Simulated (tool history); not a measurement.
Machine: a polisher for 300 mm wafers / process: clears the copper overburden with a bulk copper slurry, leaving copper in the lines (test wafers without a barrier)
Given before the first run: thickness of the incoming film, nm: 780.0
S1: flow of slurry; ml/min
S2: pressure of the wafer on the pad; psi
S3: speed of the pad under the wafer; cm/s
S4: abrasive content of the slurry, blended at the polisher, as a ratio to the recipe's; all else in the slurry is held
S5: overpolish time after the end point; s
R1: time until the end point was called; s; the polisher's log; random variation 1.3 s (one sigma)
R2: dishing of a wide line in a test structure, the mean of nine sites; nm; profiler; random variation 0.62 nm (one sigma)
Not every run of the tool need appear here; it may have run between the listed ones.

Run 1, hour 0: S1 185 ml/min, S2 1.8 psi, S3 136 cm/s, S4 1, S5 26 s. Result: R1 94.65 s, R2 54.162 nm.
Run 2, hour 6.1: S1 180 ml/min, S2 1.6 psi, S3 136 cm/s, S4 1, S5 26 s. Result: R1 102.4 s, R2 54.48 nm.
Run 3, hour 7.5: S1 180 ml/min, S2 1.8 psi, S3 136 cm/s, S4 1, S5 26 s. Result: R1 95.383 s, R2 53.84 nm.
Run 4, hour 11: S1 175 ml/min, S2 1.6 psi, S3 134 cm/s, S4 1, S5 22 s. Result: R1 104.19 s, R2 51.904 nm.
Run 5, hour 14.2: S1 175 ml/min, S2 1.5 psi, S3 134 cm/s, S4 1, S5 21 s. Result: R1 109.59 s, R2 50.145 nm.
At hour 16.7: worn pad replaced by a new one.
Run 6, hour 16.7: S1 175 ml/min, S2 1.4 psi, S3 134 cm/s, S4 1, S5 22 s. Result: R1 104.22 s, R2 50.423 nm.
Run 7, hour 24.1: S1 170 ml/min, S2 1.3 psi, S3 128 cm/s, S4 1, S5 24 s. Result: R1 113.17 s, R2 50.826 nm.

For run 8, what comes out?
Run 8, hour 25.7: S1 170 ml/min, S2 1.2 psi, S3 124 cm/s, S4 1, S5 24 s. Result: R1 ?, R2 ?.

{"run 8": {"R1": 121.69, "R2": 49.746}}
